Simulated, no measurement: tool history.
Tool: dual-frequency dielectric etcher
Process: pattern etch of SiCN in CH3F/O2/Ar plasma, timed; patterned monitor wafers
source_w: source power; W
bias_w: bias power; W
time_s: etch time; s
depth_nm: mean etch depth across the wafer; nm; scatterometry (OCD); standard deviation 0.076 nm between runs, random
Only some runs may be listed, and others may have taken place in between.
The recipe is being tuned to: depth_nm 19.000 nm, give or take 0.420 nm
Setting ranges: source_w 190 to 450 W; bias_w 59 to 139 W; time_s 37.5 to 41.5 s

{"run": 1, "hour": 0.0, "source_w": 320, "bias_w": 99, "time_s": 41.5, "depth_nm": 16.283}
{"run": 2, "hour": 6.4, "source_w": 320, "bias_w": 87, "time_s": 41.5, "depth_nm": 15.514}
{"run": 3, "hour": 12.0, "source_w": 270, "bias_w": 87, "time_s": 41.5, "depth_nm": 14.541}
{"run": 4, "hour": 19.8, "source_w": 310, "bias_w": 91, "time_s": 41.5, "depth_nm": 15.581}
{"run": 5, "hour": 21.2, "source_w": 260, "bias_w": 91, "time_s": 41.5, "depth_nm": 14.617}
{"run": 6, "hour": 25.2, "source_w": 280, "bias_w": 91, "time_s": 41.5, "depth_nm": 14.958}
{"run": 7, "hour": 29.5, "source_w": 310, "bias_w": 94, "time_s": 41.5, "depth_nm": 15.625}
{"run": 8, "hour": 35.8, "source_w": 370, "bias_w": 114, "time_s": 41.5, "depth_nm": 18.024}
{"run": 9, "hour": 41.7, "source_w": 380, "bias_w": 115, "time_s": 41.5, "depth_nm": 18.27}

Next run, 5 choices. One meets every target within its allowed miss, the rest don't. Which?
{"run": "A", "hour": 47.6, "source_w": 380, "bias_w": 112, "time_s": 41.5, "depth_nm": "?"}
{"run": "B", "hour": 47.6, "source_w": 410, "bias_w": 121, "time_s": 39.5, "depth_nm": "?"}
{"run": "C", "hour": 47.6, "source_w": 420, "bias_w": 114, "time_s": 39.0, "depth_nm": "?"}
{"run": "D", "hour": 47.6, "source_w": 380, "bias_w": 126, "time_s": 41.5, "depth_nm": "?"}
{"run": "E", "hour": 47.6, "source_w": 370, "bias_w": 115, "time_s": 41.0, "depth_nm": "?"}

move=A depth_nm=17.981
move=B depth_nm=18.106
move=C depth_nm=17.634
move=D depth_nm=18.798
move=E depth_nm=17.770
A: moves away from the targets compared with the last run
B: moves away from the targets compared with the last run
C: moves away from the targets compared with the last run
D: all results in spec
E: moves away from the targets compared with the last run
Move D is the one to make.
